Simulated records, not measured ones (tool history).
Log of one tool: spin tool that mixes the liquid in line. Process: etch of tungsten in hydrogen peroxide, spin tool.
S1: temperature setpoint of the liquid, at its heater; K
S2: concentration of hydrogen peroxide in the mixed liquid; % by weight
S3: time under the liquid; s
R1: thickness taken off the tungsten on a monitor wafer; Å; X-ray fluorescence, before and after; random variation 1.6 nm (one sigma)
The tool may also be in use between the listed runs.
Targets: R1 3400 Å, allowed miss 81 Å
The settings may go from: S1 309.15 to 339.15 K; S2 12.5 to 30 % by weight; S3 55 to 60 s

Run 1, hour 0: S1 325.15 K, S2 24.5 % by weight, S3 55 s. Result: R1 1809.5 Å.
Run 2, hour 4.3: S1 325.15 K, S2 24.5 % by weight, S3 55 s. Result: R1 1798.4 Å.
Run 3, hour 10.9: S1 326.15 K, S2 24.5 % by weight, S3 55 s. Result: R1 1932.3 Å.
Run 4, hour 12.9: S1 326.15 K, S2 24.5 % by weight, S3 60 s. Result: R1 2101.9 Å.
Run 5, hour 16: S1 327.15 K, S2 24.5 % by weight, S3 60 s. Result: R1 2235.4 Å.
Run 6, hour 22.6: S1 327.15 K, S2 24.5 % by weight, S3 60 s. Result: R1 2225.6 Å.
Run 7, hour 30.2: S1 328.15 K, S2 24.5 % by weight, S3 60 s. Result: R1 2364.1 Å.
Run 8, hour 37.7: S1 328.65 K, S2 24.5 % by weight, S3 60 s. Result: R1 2448.6 Å.
At hour 44.8: new drum of peroxide connected.
Run 9, hour 44.8: S1 328.65 K, S2 24.5 % by weight, S3 60 s. Result: R1 2518.3 Å.

5 next moves are on the table. One of them brings every result within its allowed miss. Which?
Run A, hour 51.9: S1 334.15 K, S2 23 % by weight, S3 60 s. Result: R1 ?.
Run B, hour 51.9: S1 335.15 K, S2 30 % by weight, S3 60 s. Result: R1 ?.
Run C, hour 51.9: S1 326.15 K, S2 21 % by weight, S3 55 s. Result: R1 ?.
Run D, hour 51.9: S1 329.65 K, S2 30 % by weight, S3 60 s. Result: R1 ?.
Run E, hour 51.9: S1 321.15 K, S2 28 % by weight, S3 55 s. Result: R1 ?.

move      R1
   A  3361.5
   B  4064.3
   C    1843
   D    2958
   E  1569.2
A: meets every target
B: takes the result that was furthest off past its target
C: further off than the last run
D: nearer than the last run, and not there yet
E: further off than the last run
Move A is the one to make.
